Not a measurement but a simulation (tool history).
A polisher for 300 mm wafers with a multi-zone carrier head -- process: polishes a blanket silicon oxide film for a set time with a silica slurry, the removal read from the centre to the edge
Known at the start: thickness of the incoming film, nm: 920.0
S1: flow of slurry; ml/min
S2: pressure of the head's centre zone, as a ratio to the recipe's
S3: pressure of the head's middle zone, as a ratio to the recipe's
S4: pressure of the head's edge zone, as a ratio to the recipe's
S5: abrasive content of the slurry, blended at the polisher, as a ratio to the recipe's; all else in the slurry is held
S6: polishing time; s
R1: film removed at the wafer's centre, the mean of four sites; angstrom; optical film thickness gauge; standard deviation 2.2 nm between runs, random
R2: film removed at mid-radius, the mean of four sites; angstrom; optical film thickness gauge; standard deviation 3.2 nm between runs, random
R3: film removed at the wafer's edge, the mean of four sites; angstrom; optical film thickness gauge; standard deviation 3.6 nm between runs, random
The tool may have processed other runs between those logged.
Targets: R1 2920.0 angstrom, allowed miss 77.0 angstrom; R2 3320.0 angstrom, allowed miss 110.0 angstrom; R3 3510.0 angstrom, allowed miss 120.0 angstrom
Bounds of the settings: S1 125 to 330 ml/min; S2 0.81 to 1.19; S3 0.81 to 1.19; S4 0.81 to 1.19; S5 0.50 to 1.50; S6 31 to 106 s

run 1 hour=0.0 | S1=210 S2=1.00 S3=1.00 S4=1.00 S5=1.00 S6=68 | R1=2287.6 R2=2274.5 R3=2298.9
run 2 hour=8.1 | S1=210 S2=0.99 S3=1.01 S4=1.03 S5=1.10 S6=69 | R1=2469.9 R2=2523.1 R3=2542.4
run 3 hour=8.9 | S1=215 S2=0.98 S3=1.01 S4=1.06 S5=1.15 S6=69 | R1=2446.1 R2=2551.7 R3=2593.8
run 4 hour=17.2 | S1=210 S2=0.97 S3=1.01 S4=1.08 S5=1.20 S6=70 | R1=2507.4 R2=2607.7 R3=2708.0
run 5 hour=18.4 | S1=210 S2=0.97 S3=1.01 S4=1.08 S5=1.20 S6=82 | R1=2988.8 R2=3045.6 R3=3136.8
run 6 hour=21.4 | S1=210 S2=0.97 S3=1.01 S4=1.08 S5=1.20 S6=71 | R1=2545.9 R2=2633.8 R3=2752.4
run 7 hour=22.8 | S1=215 S2=0.96 S3=1.02 S4=1.10 S5=1.25 S6=72 | R1=2608.7 R2=2731.1 R3=2876.1
run 8 hour=28.8 | S1=220 S2=0.95 S3=1.03 S4=1.11 S5=1.30 S6=72 | R1=2682.7 R2=2885.8 R3=2934.4
run 9 hour=35.5 | S1=220 S2=0.94 S3=1.03 S4=1.12 S5=1.35 S6=73 | R1=2730.5 R2=2978.7 R3=3030.4

Exercise: of the 5 proposed moves below, exactly one satisfies all targets within the stated allowed misses. Which move is it?
run A hour=42.2 | S1=295 S2=0.94 S3=1.18 S4=0.95 S5=1.45 S6=63 | R1=? R2=? R3=?
run B hour=42.2 | S1=185 S2=0.99 S3=0.90 S4=1.19 S5=1.35 S6=79 | R1=? R2=? R3=?
run C hour=42.2 | S1=280 S2=0.88 S3=1.02 S4=1.17 S5=1.50 S6=78 | R1=? R2=? R3=?
run D hour=42.2 | S1=250 S2=1.09 S3=1.11 S4=1.03 S5=1.30 S6=62 | R1=? R2=? R3=?
run E hour=42.2 | S1=235 S2=0.94 S3=1.16 S4=0.95 S5=1.35 S6=70 | R1=? R2=? R3=?

move=A R1=2469.7 R2=3081.1 R3=2545.4
move=B R1=2953.8 R2=2801.9 R3=3322.8
move=C R1=2878.6 R2=3393.7 R3=3533.8
move=D R1=2640.4 R2=2695.8 R3=2455.9
move=E R1=2588.5 R2=3191.0 R3=2693.1
A: misses by more than the last run did
B: misses by more than the last run did
C: in spec on every target
D: misses by more than the last run did
E: misses by more than the last run did
C is the move that brings every result within its allowed miss.

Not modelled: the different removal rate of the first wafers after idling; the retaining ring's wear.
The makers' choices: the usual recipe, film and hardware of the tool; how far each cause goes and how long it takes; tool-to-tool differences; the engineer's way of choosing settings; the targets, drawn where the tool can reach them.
